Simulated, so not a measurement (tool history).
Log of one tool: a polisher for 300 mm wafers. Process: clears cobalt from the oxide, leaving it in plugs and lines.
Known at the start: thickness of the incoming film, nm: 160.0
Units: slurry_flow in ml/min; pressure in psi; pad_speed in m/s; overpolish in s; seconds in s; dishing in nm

run,day,slurry_flow,pressure,pad_speed,overpolish,seconds,dishing
1,0.000,300,1.8,1.20,14,32.439,53.430
2,0.292,330,1.8,1.20,14,32.042,52.920
3,0.325,335,1.9,1.20,11,30.058,45.988
4,0.383,335,1.9,1.20,16,30.401,58.841
5,0.675,335,1.9,1.20,12,30.536,48.945
6,0.892,340,2.0,1.20,10,28.932,44.108

Forecast run 7:
7,0.954,340,2.1,1.20,9,?,?

seconds: 27.924 s
dishing: 43.249 nm
